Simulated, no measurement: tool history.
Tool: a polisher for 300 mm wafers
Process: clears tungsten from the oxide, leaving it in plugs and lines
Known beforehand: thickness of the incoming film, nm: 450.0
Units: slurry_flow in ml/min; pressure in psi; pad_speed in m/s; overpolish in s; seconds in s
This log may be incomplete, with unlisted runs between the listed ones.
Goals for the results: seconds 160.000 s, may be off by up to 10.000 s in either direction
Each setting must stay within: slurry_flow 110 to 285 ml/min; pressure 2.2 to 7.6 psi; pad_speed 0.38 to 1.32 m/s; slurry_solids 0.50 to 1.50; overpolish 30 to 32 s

{"run": 1, "hour": 0.0, "slurry_flow": 180, "pressure": 4.9, "pad_speed": 0.84, "slurry_solids": 1.0, "overpolish": 30, "seconds": 104.83}
{"run": 2, "hour": 8.8, "slurry_flow": 180, "pressure": 4.9, "pad_speed": 0.84, "slurry_solids": 1.1, "overpolish": 30, "seconds": 101.52}
{"run": 3, "hour": 13.7, "slurry_flow": 180, "pressure": 4.9, "pad_speed": 0.84, "slurry_solids": 1.25, "overpolish": 30, "seconds": 102.23}
{"run": 4, "hour": 20.1, "slurry_flow": 210, "pressure": 4.9, "pad_speed": 0.84, "slurry_solids": 1.25, "overpolish": 30, "seconds": 93.468}
{"run": 5, "hour": 28.0, "slurry_flow": 235, "pressure": 4.9, "pad_speed": 0.84, "slurry_solids": 1.25, "overpolish": 30, "seconds": 95.772}
{"run": 6, "hour": 36.1, "slurry_flow": 235, "pressure": 5.8, "pad_speed": 0.84, "slurry_solids": 1.25, "overpolish": 30, "seconds": 82.605}
{"run": 7, "hour": 40.7, "slurry_flow": 235, "pressure": 5.2, "pad_speed": 0.82, "slurry_solids": 1.25, "overpolish": 30, "seconds": 90.981}
{"run": 8, "hour": 42.2, "slurry_flow": 235, "pressure": 4.7, "pad_speed": 0.8, "slurry_solids": 1.25, "overpolish": 30, "seconds": 102.99}
{"run": 9, "hour": 45.1, "slurry_flow": 235, "pressure": 4.3, "pad_speed": 0.78, "slurry_solids": 1.25, "overpolish": 30, "seconds": 118.87}
{"run": 10, "hour": 54.0, "slurry_flow": 235, "pressure": 4.1, "pad_speed": 0.78, "slurry_solids": 1.25, "overpolish": 30, "seconds": 124.18}
{"run": 11, "hour": 57.0, "slurry_flow": 235, "pressure": 3.9, "pad_speed": 0.78, "slurry_solids": 1.25, "overpolish": 30, "seconds": 127.46}
{"run": 12, "hour": 58.2, "slurry_flow": 235, "pressure": 3.7, "pad_speed": 0.78, "slurry_solids": 1.25, "overpolish": 30, "seconds": 135.21}
{"run": 13, "hour": 63.2, "slurry_flow": 235, "pressure": 3.7, "pad_speed": 0.78, "slurry_solids": 1.25, "overpolish": 30, "seconds": 139.31}
{"run": 14, "hour": 69.4, "slurry_flow": 235, "pressure": 3.6, "pad_speed": 0.78, "slurry_solids": 1.25, "overpolish": 30, "seconds": 134.12}
{"run": 15, "hour": 77.5, "slurry_flow": 235, "pressure": 2.6, "pad_speed": 0.76, "slurry_solids": 1.25, "overpolish": 30, "seconds": 195.48}
{"run": 16, "hour": 79.1, "slurry_flow": 235, "pressure": 2.7, "pad_speed": 0.76, "slurry_solids": 1.25, "overpolish": 30, "seconds": 184.1}
{"run": 17, "hour": 82.2, "slurry_flow": 235, "pressure": 2.8, "pad_speed": 0.76, "slurry_solids": 1.25, "overpolish": 30, "seconds": 181.01}
{"run": 18, "hour": 91.0, "slurry_flow": 235, "pressure": 2.9, "pad_speed": 0.76, "slurry_solids": 1.25, "overpolish": 30, "seconds": 176.31}

Which single option among these 4 for the next run brings every result within its allowed miss of target? Just one does.
{"run": "A", "hour": 99.8, "slurry_flow": 200, "pressure": 2.9, "pad_speed": 0.94, "slurry_solids": 1.5, "overpolish": 32, "seconds": "?"}
{"run": "B", "hour": 99.8, "slurry_flow": 250, "pressure": 2.7, "pad_speed": 0.72, "slurry_solids": 1.0, "overpolish": 32, "seconds": "?"}
{"run": "C", "hour": 99.8, "slurry_flow": 245, "pressure": 2.8, "pad_speed": 0.9, "slurry_solids": 1.1, "overpolish": 30, "seconds": "?"}
{"run": "D", "hour": 99.8, "slurry_flow": 275, "pressure": 2.9, "pad_speed": 0.68, "slurry_solids": 1.35, "overpolish": 30, "seconds": "?"}

move=A seconds=143.110
move=B seconds=212.900
move=C seconds=162.310
move=D seconds=193.480
A: takes the biggest miss from the last run beyond its target
B: lands further from the targets than the last run did
C: every result within its allowed miss
D: lands further from the targets than the last run did
Move C is the one to make.
